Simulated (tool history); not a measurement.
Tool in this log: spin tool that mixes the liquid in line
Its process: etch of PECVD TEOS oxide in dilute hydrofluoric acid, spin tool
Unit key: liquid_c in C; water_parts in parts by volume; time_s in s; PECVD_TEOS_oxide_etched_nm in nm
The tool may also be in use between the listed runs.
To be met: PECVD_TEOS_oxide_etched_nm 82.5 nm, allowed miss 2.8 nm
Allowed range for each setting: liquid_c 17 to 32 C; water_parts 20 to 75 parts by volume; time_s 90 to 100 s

run 1 hour=0 | liquid_c=24 water_parts=45 time_s=90 | PECVD_TEOS_oxide_etched_nm=42.96
run 2 hour=1.1 | liquid_c=24 water_parts=55 time_s=90 | PECVD_TEOS_oxide_etched_nm=34.729
run 3 hour=8.8 | liquid_c=24 water_parts=50 time_s=90 | PECVD_TEOS_oxide_etched_nm=38.467
run 4 hour=14.4 | liquid_c=25.5 water_parts=45 time_s=90 | PECVD_TEOS_oxide_etched_nm=45.809
run 5 hour=18.9 | liquid_c=25.5 water_parts=45 time_s=90 | PECVD_TEOS_oxide_etched_nm=45.519
run 6 hour=23.2 | liquid_c=25.5 water_parts=45 time_s=90 | PECVD_TEOS_oxide_etched_nm=45.814
run 7 hour=26.1 | liquid_c=27 water_parts=40 time_s=90 | PECVD_TEOS_oxide_etched_nm=55.601
run 8 hour=31.4 | liquid_c=28 water_parts=40 time_s=90 | PECVD_TEOS_oxide_etched_nm=57.139
run 9 hour=38.7 | liquid_c=29 water_parts=40 time_s=90 | PECVD_TEOS_oxide_etched_nm=60.304
run 10 hour=43.8 | liquid_c=29.5 water_parts=40 time_s=90 | PECVD_TEOS_oxide_etched_nm=60.631
run 11 hour=45.1 | liquid_c=30 water_parts=40 time_s=90 | PECVD_TEOS_oxide_etched_nm=62.79
run 12 hour=47.8 | liquid_c=30.5 water_parts=40 time_s=90 | PECVD_TEOS_oxide_etched_nm=64.026
run 13 hour=56.4 | liquid_c=30.5 water_parts=40 time_s=90 | PECVD_TEOS_oxide_etched_nm=63.281
run 14 hour=60.8 | liquid_c=31 water_parts=40 time_s=90 | PECVD_TEOS_oxide_etched_nm=65.146
run 15 hour=69.3 | liquid_c=31.5 water_parts=35 time_s=90 | PECVD_TEOS_oxide_etched_nm=75.725

Next run, 4 choices. One meets every target within its allowed miss, the rest don't. Which?
run A hour=77.8 | liquid_c=29 water_parts=30 time_s=100 | PECVD_TEOS_oxide_etched_nm=?
run B hour=77.8 | liquid_c=31 water_parts=40 time_s=95 | PECVD_TEOS_oxide_etched_nm=?
run C hour=77.8 | liquid_c=28 water_parts=30 time_s=95 | PECVD_TEOS_oxide_etched_nm=?
run D hour=77.8 | liquid_c=29.5 water_parts=30 time_s=100 | PECVD_TEOS_oxide_etched_nm=?

move=A PECVD_TEOS_oxide_etched_nm=90.8
move=B PECVD_TEOS_oxide_etched_nm=68.966
move=C PECVD_TEOS_oxide_etched_nm=82.838
move=D PECVD_TEOS_oxide_etched_nm=92.646
A: pushes the last run's worst result past its target
B: misses by more than the last run did
C: each result inside its tolerance
D: pushes the last run's worst result past its target
The move that meets every target is C.
